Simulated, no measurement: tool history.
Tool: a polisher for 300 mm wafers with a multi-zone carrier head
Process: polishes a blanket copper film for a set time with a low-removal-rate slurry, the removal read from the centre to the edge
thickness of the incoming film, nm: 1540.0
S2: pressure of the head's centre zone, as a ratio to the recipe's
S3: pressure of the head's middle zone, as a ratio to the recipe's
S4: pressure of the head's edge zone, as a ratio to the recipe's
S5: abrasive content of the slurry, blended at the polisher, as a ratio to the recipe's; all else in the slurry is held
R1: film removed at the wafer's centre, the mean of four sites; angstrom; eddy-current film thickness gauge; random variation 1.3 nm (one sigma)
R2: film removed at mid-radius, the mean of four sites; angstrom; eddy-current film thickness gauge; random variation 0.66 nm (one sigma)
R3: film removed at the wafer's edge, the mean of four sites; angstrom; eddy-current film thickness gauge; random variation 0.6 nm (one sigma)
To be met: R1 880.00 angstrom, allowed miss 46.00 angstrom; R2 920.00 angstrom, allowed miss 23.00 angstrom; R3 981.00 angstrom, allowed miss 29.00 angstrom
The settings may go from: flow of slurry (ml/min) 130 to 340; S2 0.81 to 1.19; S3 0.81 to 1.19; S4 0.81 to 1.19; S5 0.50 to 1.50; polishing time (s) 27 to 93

run 1 hour=0.0 | flow_of_slurry_(ml/min)=220 S2=1.00 S3=1.00 S4=1.00 S5=1.00 polishing_time_(s)=59 | R1=1864.50 R2=1888.60 R3=1877.00
run 2 hour=8.8 | flow_of_slurry_(ml/min)=210 S2=0.96 S3=0.96 S4=0.96 S5=0.85 polishing_time_(s)=51 | R1=1503.00 R2=1554.10 R3=1568.50
run 3 hour=11.6 | flow_of_slurry_(ml/min)=200 S2=0.94 S3=0.93 S4=0.93 S5=0.75 polishing_time_(s)=45 | R1=1265.90 R2=1312.60 R3=1318.70
run 4 hour=16.1 | flow_of_slurry_(ml/min)=200 S2=0.94 S3=0.93 S4=0.93 S5=0.95 polishing_time_(s)=45 | R1=1333.80 R2=1359.00 R3=1380.40
run 5 hour=20.9 | flow_of_slurry_(ml/min)=190 S2=0.91 S3=0.90 S4=0.91 S5=0.85 polishing_time_(s)=42 | R1=1213.00 R2=1186.20 R3=1248.40
run 6 hour=25.5 | flow_of_slurry_(ml/min)=235 S2=0.91 S3=0.90 S4=0.91 S5=0.85 polishing_time_(s)=42 | R1=1213.70 R2=1222.90 R3=1271.70
run 7 hour=32.5 | flow_of_slurry_(ml/min)=235 S2=0.88 S3=0.88 S4=0.89 S5=0.75 polishing_time_(s)=40 | R1=1076.60 R2=1141.10 R3=1183.00
run 8 hour=38.1 | flow_of_slurry_(ml/min)=220 S2=0.87 S3=0.86 S4=0.87 S5=0.70 polishing_time_(s)=39 | R1=1056.60 R2=1071.80 R3=1118.00
run 9 hour=42.9 | flow_of_slurry_(ml/min)=220 S2=0.85 S3=0.85 S4=0.87 S5=0.65 polishing_time_(s)=38 | R1=1015.70 R2=1043.60 R3=1086.90
run 10 hour=51.5 | flow_of_slurry_(ml/min)=165 S2=0.81 S3=0.81 S4=0.86 S5=0.50 polishing_time_(s)=35 | R1=812.02 R2=857.46 R3=931.52
run 11 hour=55.3 | flow_of_slurry_(ml/min)=180 S2=0.82 S3=0.81 S4=0.86 S5=0.50 polishing_time_(s)=35 | R1=827.75 R2=874.05 R3=946.08
run 12 hour=64.0 | flow_of_slurry_(ml/min)=190 S2=0.83 S3=0.81 S4=0.86 S5=0.50 polishing_time_(s)=35 | R1=829.91 R2=890.53 R3=951.34
run 13 hour=68.5 | flow_of_slurry_(ml/min)=195 S2=0.84 S3=0.81 S4=0.87 S5=0.50 polishing_time_(s)=35 | R1=860.79 R2=871.12 R3=963.12
run 14 hour=69.9 | flow_of_slurry_(ml/min)=205 S2=0.84 S3=0.82 S4=0.87 S5=0.50 polishing_time_(s)=35 | R1=856.84 R2=893.67 R3=973.24
run 15 hour=75.4 | flow_of_slurry_(ml/min)=210 S2=0.84 S3=0.82 S4=0.87 S5=0.50 polishing_time_(s)=35 | R1=875.36 R2=888.50 R3=972.49

Which of these 5 next moves meets every target?
run A hour=80.9 | flow_of_slurry_(ml/min)=195 S2=0.82 S3=0.82 S4=0.96 S5=0.50 polishing_time_(s)=36 | R1=? R2=? R3=?
run B hour=80.9 | flow_of_slurry_(ml/min)=180 S2=0.81 S3=0.81 S4=0.81 S5=0.70 polishing_time_(s)=36 | R1=? R2=? R3=?
run C hour=80.9 | flow_of_slurry_(ml/min)=175 S2=0.98 S3=0.90 S4=0.81 S5=0.65 polishing_time_(s)=34 | R1=? R2=? R3=?
run D hour=80.9 | flow_of_slurry_(ml/min)=180 S2=0.81 S3=0.81 S4=0.97 S5=0.55 polishing_time_(s)=34 | R1=? R2=? R3=?
run E hour=80.9 | flow_of_slurry_(ml/min)=160 S2=0.81 S3=0.96 S4=0.81 S5=0.50 polishing_time_(s)=35 | R1=? R2=? R3=?

move=A R1=889.73 R2=912.99 R3=1029.00
move=B R1=901.54 R2=928.29 R3=979.59
move=C R1=987.22 R2=931.27 R3=913.47
move=D R1=829.01 R2=853.42 R3=977.86
move=E R1=828.67 R2=963.74 R3=904.57
A: brings the result that was furthest off to its target, and leaves another outside
B: meets every target
C: brings the result that was furthest off to its target, and leaves another outside
D: further off than the last run
E: takes the result that was furthest off past its target
The right move is B.

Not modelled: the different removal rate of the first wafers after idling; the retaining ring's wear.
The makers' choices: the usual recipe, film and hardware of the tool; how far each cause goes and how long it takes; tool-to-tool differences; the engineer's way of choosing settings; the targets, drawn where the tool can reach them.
